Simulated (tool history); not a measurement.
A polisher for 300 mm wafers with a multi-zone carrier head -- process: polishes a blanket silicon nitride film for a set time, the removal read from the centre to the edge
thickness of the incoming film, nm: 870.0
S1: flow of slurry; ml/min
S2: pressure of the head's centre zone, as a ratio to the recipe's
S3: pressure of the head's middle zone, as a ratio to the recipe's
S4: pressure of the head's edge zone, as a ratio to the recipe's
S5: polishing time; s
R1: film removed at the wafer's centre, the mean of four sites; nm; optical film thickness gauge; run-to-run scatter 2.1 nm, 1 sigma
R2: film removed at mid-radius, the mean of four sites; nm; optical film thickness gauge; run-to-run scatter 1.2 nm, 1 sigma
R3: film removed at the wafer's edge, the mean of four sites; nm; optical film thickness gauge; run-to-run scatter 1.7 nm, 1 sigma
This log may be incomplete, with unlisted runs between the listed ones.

run 1 hour=0 | S1=200 S2=1 S3=1 S4=1 S5=81 | R1=245.55 R2=251.26 R3=238.77
run 2 hour=2.6 | S1=200 S2=1 S3=1 S4=1.05 S5=81 | R1=244.07 R2=247.56 R3=252.05
run 3 hour=6.8 | S1=190 S2=0.99 S3=0.96 S4=1.01 S5=74 | R1=220.44 R2=220.43 R3=225.51
run 4 hour=9.8 | S1=190 S2=1.07 S3=0.96 S4=1.01 S5=74 | R1=236.32 R2=218.96 R3=217.07
run 5 hour=11.8 | S1=170 S2=1.07 S3=0.96 S4=1.01 S5=74 | R1=226.99 R2=215.69 R3=214.12
run 6 hour=15.8 | S1=160 S2=1.06 S3=0.93 S4=0.98 S5=68 | R1=207.14 R2=193.62 R3=194.33
run 7 hour=22.5 | S1=155 S2=1.05 S3=0.91 S4=0.95 S5=65 | R1=193.84 R2=184.02 R3=183.29
run 8 hour=30 | S1=150 S2=1.05 S3=0.89 S4=0.93 S5=62 | R1=187.21 R2=170.95 R3=173.38

Run 9, settings as shown, results not yet in. Your forecast:
run 9 hour=38.9 | S1=145 S2=1.04 S3=0.88 S4=0.91 S5=61 | R1=? R2=? R3=?

For run 9 the tool returned R1 177.65 nm, R2 168.36 nm, R3 167.58 nm.
